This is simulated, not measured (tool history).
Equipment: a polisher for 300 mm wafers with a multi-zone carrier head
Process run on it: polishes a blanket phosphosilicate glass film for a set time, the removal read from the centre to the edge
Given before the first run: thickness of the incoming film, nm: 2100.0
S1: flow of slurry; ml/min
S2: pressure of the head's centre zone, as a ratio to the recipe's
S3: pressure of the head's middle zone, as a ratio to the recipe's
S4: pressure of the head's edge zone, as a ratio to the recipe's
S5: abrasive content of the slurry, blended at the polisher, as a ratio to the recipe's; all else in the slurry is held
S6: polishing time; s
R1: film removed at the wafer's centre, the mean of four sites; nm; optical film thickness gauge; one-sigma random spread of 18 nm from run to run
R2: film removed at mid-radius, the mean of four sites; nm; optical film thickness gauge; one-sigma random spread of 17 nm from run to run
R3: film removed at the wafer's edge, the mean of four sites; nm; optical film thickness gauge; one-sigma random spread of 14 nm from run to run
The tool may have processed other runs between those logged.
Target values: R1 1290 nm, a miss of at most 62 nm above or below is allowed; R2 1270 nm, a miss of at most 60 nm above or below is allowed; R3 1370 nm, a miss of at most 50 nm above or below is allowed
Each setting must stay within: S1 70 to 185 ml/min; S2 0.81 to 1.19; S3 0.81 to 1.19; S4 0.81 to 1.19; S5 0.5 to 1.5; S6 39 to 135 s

run  hour   S1    S2    S3    S4    S5   S6      R1      R2      R3
  1     0  120     1     1     1     1   87  817.18  801.14  831.35
  2   0.7  125     1  1.01  1.03   1.1   91  872.43  873.62  914.28
  3   7.8  130  1.01  1.01  1.05   1.2   96  956.42  962.82  1023.9
  4    16  135  1.03  1.02  1.06  1.25   99  1023.7  1023.3  1079.1
  5  21.4  135  1.03  1.06  1.06  1.25   99  1021.1  1065.5  1091.5
  6  29.6  135  1.03  1.06     1  1.25   99  1060.8  1081.1  1041.9
  7  32.8  140  1.05  1.06  1.03   1.3  101  1144.2  1101.7  1111.7
     37.1  -- edge zone pressure recalibrated
  8  37.1  145  1.06  1.07  1.06  1.35  102  1173.1  1138.1    1095
  9  43.5  145  1.05  1.05  1.06   1.4  105    1190  1181.9  1137.7
 10  52.4  140  1.06  1.06  1.08   1.4  108  1219.3  1221.3  1164.2
 11  56.2  170  0.98  0.96  1.18   1.5  110  1236.5  1208.2    1324

Consider the 5 candidate settings below. Which is the only one whose results all fall within their allowed miss of target?
  A    60  180  1.07  0.98  1.13  1.45  114   ?   ?   ?
  B    60  175   0.9   1.1  1.15   1.5  110   ?   ?   ?
  C    60  140  0.98  0.96  1.15   1.5  118   ?   ?   ?
  D    60  185  1.09  0.97  1.14  1.45  108   ?   ?   ?
  E    60  135  0.91  1.02  1.19   1.5  113   ?   ?   ?

move      R1      R2      R3
   A  1416.7  1266.2  1334.9
   B  1155.6    1357  1307.2
   C  1287.9  1244.1  1363.5
   D    1374  1194.3  1274.7
   E  1135.1  1244.7  1320.9
A: the worst result of the last run now meets its target, but another is out of spec
B: carries the result that was furthest off beyond its target, to the other side
C: hits every target within its allowed miss
D: further off than the last run
E: the worst result of the last run now meets its target, but another is out of spec
Move C is the one to make.
